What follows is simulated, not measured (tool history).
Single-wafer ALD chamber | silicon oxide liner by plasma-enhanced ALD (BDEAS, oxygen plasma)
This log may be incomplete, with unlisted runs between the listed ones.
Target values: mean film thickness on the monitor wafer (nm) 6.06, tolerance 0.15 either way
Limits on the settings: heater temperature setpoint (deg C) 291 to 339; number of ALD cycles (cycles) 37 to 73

| run | hour | heater temperature setpoint (deg C) | number of ALD cycles (cycles) | mean film thickness on the monitor wafer (nm) |
|---|---|---|---|---|
| 1 | 0 | 315 | 55 | 5.1447 |
| 2 | 6.5 | 315 | 51 | 4.7602 |
| 3 | 10 | 326 | 51 | 4.6879 |
| 4 | 11.3 | 325 | 55 | 5.048 |
| 5 | 12.8 | 315 | 55 | 5.1301 |
| 6 | 15.3 | 315 | 48 | 4.4886 |
| 7 | 21.2 | 314 | 53 | 4.9676 |
| 8 | 25.5 | 312 | 62 | 5.815 |

Which single option among these 5 for the next run brings every result within its allowed miss of target? Just one does.
| A | 29.8 | 310 | 64 | ? |
| B | 29.8 | 305 | 60 | ? |
| C | 29.8 | 309 | 61 | ? |
| D | 29.8 | 310 | 62 | ? |
| E | 29.8 | 302 | 67 | ? |

| move | mean film thickness on the monitor wafer (nm) |
|---|---|
| A | 6.0353 |
| B | 5.7023 |
| C | 5.7614 |
| D | 5.8467 |
| E | 6.3972 |
A: hits every target within its allowed miss
B: its largest miss is bigger than the last run's
C: its largest miss is bigger than the last run's
D: an improvement on the last run, though not all results are within tolerance
E: carries the result that was furthest off beyond its target, to the other side
A is the move that brings every result within its allowed miss.
